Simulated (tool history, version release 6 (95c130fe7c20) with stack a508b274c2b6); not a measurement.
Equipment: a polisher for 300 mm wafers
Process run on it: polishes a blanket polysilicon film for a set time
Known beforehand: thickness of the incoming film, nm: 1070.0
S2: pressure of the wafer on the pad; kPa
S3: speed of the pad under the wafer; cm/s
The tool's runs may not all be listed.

Run 1, hour 0: flow of slurry (ml/min) 170, S2 18.6 kPa, S3 106 cm/s, polishing time (s) 17. Result: film removed (Å) 1343.
Run 2, hour 7.8: flow of slurry (ml/min) 170, S2 18.6 kPa, S3 106 cm/s, polishing time (s) 15. Result: film removed (Å) 1181.8.
Run 3, hour 12.4: flow of slurry (ml/min) 190, S2 18.6 kPa, S3 106 cm/s, polishing time (s) 15. Result: film removed (Å) 1187.4.
Run 4, hour 14: flow of slurry (ml/min) 190, S2 21.4 kPa, S3 110 cm/s, polishing time (s) 15. Result: film removed (Å) 1356.9.
Run 5, hour 18.8: flow of slurry (ml/min) 190, S2 21.4 kPa, S3 120 cm/s, polishing time (s) 15. Result: film removed (Å) 1464.3.
Run 6, hour 22.3: flow of slurry (ml/min) 190, S2 18.6 kPa, S3 120 cm/s, polishing time (s) 15. Result: film removed (Å) 1343.6.
Run 7, hour 29.3: flow of slurry (ml/min) 190, S2 20.7 kPa, S3 126 cm/s, polishing time (s) 15. Result: film removed (Å) 1527.2.
Run 8, hour 32.5: flow of slurry (ml/min) 190, S2 22.8 kPa, S3 130 cm/s, polishing time (s) 15. Result: film removed (Å) 1651.9.
Run 9, hour 33.7: flow of slurry (ml/min) 190, S2 24.1 kPa, S3 136 cm/s, polishing time (s) 15. Result: film removed (Å) 1828.8.
Run 10, hour 39.4: flow of slurry (ml/min) 190, S2 24.8 kPa, S3 140 cm/s, polishing time (s) 15. Result: film removed (Å) 1906.8.
Run 11, hour 39.9: flow of slurry (ml/min) 190, S2 25.5 kPa, S3 142 cm/s, polishing time (s) 15. Result: film removed (Å) 1933.1.
Run 12, hour 46.4: flow of slurry (ml/min) 190, S2 26.2 kPa, S3 144 cm/s, polishing time (s) 15. Result: film removed (Å) 2055.2.

For run 13, what comes out?
Run 13, hour 47.6: flow of slurry (ml/min) 190, S2 26.9 kPa, S3 146 cm/s, polishing time (s) 15. Result: film removed (Å) ?.

Run 13 came out at film removed (Å) 2068.4.

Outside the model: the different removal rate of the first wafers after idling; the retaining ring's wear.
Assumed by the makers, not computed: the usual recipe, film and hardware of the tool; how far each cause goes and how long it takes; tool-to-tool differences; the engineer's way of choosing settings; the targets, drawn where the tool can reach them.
